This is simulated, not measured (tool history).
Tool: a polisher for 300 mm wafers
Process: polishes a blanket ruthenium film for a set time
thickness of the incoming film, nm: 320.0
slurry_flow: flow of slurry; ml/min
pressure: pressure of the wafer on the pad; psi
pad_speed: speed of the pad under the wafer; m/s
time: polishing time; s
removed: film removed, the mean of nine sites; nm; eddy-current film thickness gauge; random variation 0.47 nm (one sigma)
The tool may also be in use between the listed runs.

Run 1, hour 0.0: slurry_flow 150 ml/min, pressure 1.7 psi, pad_speed 1.26 m/s, time 65 s. Result: removed 94.934 nm.
Run 2, hour 0.6: slurry_flow 150 ml/min, pressure 1.7 psi, pad_speed 1.38 m/s, time 65 s. Result: removed 102.680 nm.
Run 3, hour 7.2: slurry_flow 140 ml/min, pressure 1.7 psi, pad_speed 1.38 m/s, time 65 s. Result: removed 99.608 nm.
Run 4, hour 9.2: slurry_flow 130 ml/min, pressure 1.5 psi, pad_speed 1.38 m/s, time 65 s. Result: removed 91.728 nm.
Run 5, hour 13.0: slurry_flow 115 ml/min, pressure 1.5 psi, pad_speed 1.38 m/s, time 65 s. Result: removed 88.292 nm.
Run 6, hour 20.8: slurry_flow 110 ml/min, pressure 1.3 psi, pad_speed 1.38 m/s, time 65 s. Result: removed 81.845 nm.

Run 7 comes next. What will it give?
Run 7, hour 25.0: slurry_flow 105 ml/min, pressure 1.2 psi, pad_speed 1.36 m/s, time 65 s. Result: removed ?.

{"run 7": {"removed": 75.919}}

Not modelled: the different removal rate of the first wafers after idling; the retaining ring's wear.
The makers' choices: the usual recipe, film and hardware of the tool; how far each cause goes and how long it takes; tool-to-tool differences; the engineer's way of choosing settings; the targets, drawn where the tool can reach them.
